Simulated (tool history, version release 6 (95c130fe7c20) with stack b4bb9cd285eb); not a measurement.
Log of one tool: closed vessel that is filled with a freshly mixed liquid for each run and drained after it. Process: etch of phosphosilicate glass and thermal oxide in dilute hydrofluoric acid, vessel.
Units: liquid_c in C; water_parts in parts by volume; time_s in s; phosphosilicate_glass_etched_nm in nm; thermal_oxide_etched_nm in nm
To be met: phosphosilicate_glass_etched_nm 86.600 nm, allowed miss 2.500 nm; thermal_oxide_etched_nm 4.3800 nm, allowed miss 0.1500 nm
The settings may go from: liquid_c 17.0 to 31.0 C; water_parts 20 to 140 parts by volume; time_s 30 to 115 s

run,hour,liquid_c,water_parts,time_s,phosphosilicate_glass_etched_nm,thermal_oxide_etched_nm
1,0.0,23.0,75,60,71.327,3.5378
2,2.4,26.5,75,60,81.590,4.1641
3,8.7,26.5,95,60,62.895,3.1949
4,15.8,28.5,95,60,66.802,3.4073
5,21.4,29.0,90,60,72.901,3.6569
6,29.3,29.5,90,60,75.203,3.7826
7,35.0,30.0,90,60,75.113,3.8954
8,38.4,29.5,85,60,79.791,3.9801
9,42.5,30.0,85,60,80.570,4.0723
10,50.9,31.0,80,60,90.514,4.5823
11,56.0,31.0,80,60,90.682,4.5494

4 next moves are on the table. One of them brings every result within its allowed miss. Which?
A,61.1,31.0,70,50,?,?
B,61.1,30.0,75,60,?,?
C,61.1,30.0,85,60,?,?
D,61.1,31.0,95,75,?,?

move,phosphosilicate_glass_etched_nm,thermal_oxide_etched_nm
A,87.773,4.4425
B,93.909,4.7531
C,81.659,4.1331
D,93.465,4.7306
A: meets every target
B: further off than the last run
C: takes the result that was furthest off past its target
D: further off than the last run
The right move is A.
